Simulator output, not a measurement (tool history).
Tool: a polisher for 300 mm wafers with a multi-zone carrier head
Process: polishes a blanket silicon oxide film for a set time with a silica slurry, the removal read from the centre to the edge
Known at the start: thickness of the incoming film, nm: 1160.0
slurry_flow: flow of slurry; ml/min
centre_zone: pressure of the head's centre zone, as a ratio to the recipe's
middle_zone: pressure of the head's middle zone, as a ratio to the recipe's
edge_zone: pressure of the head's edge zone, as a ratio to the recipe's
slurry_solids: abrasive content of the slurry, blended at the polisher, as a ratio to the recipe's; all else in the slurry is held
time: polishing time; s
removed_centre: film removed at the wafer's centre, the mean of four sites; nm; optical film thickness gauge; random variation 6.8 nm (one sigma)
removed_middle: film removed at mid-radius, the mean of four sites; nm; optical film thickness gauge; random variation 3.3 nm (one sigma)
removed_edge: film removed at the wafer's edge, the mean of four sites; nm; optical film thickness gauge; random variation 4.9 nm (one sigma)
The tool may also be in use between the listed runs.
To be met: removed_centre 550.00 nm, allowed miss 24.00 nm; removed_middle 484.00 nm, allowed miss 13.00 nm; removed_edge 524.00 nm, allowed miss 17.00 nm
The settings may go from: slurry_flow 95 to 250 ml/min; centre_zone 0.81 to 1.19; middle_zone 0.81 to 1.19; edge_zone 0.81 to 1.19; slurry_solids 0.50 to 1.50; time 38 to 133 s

{"run": 1, "hour": 0.0, "slurry_flow": 160, "centre_zone": 1.0, "middle_zone": 1.0, "edge_zone": 1.0, "slurry_solids": 1.0, "time": 85, "removed_centre": 411.88, "removed_middle": 400.74, "removed_edge": 407.46}
{"run": 2, "hour": 4.6, "slurry_flow": 160, "centre_zone": 1.0, "middle_zone": 1.0, "edge_zone": 1.0, "slurry_solids": 0.9, "time": 85, "removed_centre": 384.36, "removed_middle": 377.95, "removed_edge": 385.93}
{"run": 3, "hour": 10.3, "slurry_flow": 165, "centre_zone": 1.01, "middle_zone": 1.0, "edge_zone": 1.02, "slurry_solids": 0.95, "time": 85, "removed_centre": 402.78, "removed_middle": 393.28, "removed_edge": 402.4}
{"run": 4, "hour": 14.6, "slurry_flow": 165, "centre_zone": 1.01, "middle_zone": 1.0, "edge_zone": 1.02, "slurry_solids": 0.95, "time": 77, "removed_centre": 356.49, "removed_middle": 362.15, "removed_edge": 364.53}
{"run": 5, "hour": 19.0, "slurry_flow": 165, "centre_zone": 1.01, "middle_zone": 1.0, "edge_zone": 1.07, "slurry_solids": 0.95, "time": 77, "removed_centre": 365.63, "removed_middle": 361.97, "removed_edge": 376.17}
{"run": 6, "hour": 22.1, "slurry_flow": 165, "centre_zone": 1.01, "middle_zone": 1.0, "edge_zone": 1.12, "slurry_solids": 0.95, "time": 77, "removed_centre": 358.99, "removed_middle": 359.69, "removed_edge": 380.41}
{"run": 7, "hour": 28.0, "slurry_flow": 165, "centre_zone": 1.02, "middle_zone": 1.0, "edge_zone": 1.12, "slurry_solids": 1.0, "time": 77, "removed_centre": 382.49, "removed_middle": 368.38, "removed_edge": 392.46}
{"run": 8, "hour": 33.6, "slurry_flow": 195, "centre_zone": 1.06, "middle_zone": 1.04, "edge_zone": 1.19, "slurry_solids": 1.25, "time": 79, "removed_centre": 456.15, "removed_middle": 439.09, "removed_edge": 460.13}

Which of these 5 next moves meets every target?
{"run": "A", "hour": 39.2, "slurry_flow": 195, "centre_zone": 1.14, "middle_zone": 0.92, "edge_zone": 1.19, "slurry_solids": 1.15, "time": 100, "removed_centre": "?", "removed_middle": "?", "removed_edge": "?"}
{"run": "B", "hour": 39.2, "slurry_flow": 205, "centre_zone": 1.12, "middle_zone": 1.0, "edge_zone": 1.17, "slurry_solids": 1.5, "time": 84, "removed_centre": "?", "removed_middle": "?", "removed_edge": "?"}
{"run": "C", "hour": 39.2, "slurry_flow": 240, "centre_zone": 1.19, "middle_zone": 0.88, "edge_zone": 1.03, "slurry_solids": 1.45, "time": 89, "removed_centre": "?", "removed_middle": "?", "removed_edge": "?"}
{"run": "D", "hour": 39.2, "slurry_flow": 250, "centre_zone": 1.19, "middle_zone": 0.85, "edge_zone": 1.03, "slurry_solids": 1.4, "time": 89, "removed_centre": "?", "removed_middle": "?", "removed_edge": "?"}
{"run": "E", "hour": 39.2, "slurry_flow": 190, "centre_zone": 1.16, "middle_zone": 0.91, "edge_zone": 1.19, "slurry_solids": 1.3, "time": 96, "removed_centre": "?", "removed_middle": "?", "removed_edge": "?"}

move=A removed_centre=606.18 removed_middle=483.18 removed_edge=575.99
move=B removed_centre=560.08 removed_middle=486.82 removed_edge=535.08
move=C removed_centre=635.33 removed_middle=466.25 removed_edge=534.92
move=D removed_centre=629.98 removed_middle=449.18 removed_edge=529.89
move=E removed_centre=620.84 removed_middle=482.05 removed_edge=580.54
A: takes the result that was furthest off past its target
B: meets every target
C: takes the result that was furthest off past its target
D: takes the result that was furthest off past its target
E: takes the result that was furthest off past its target
Answer: B
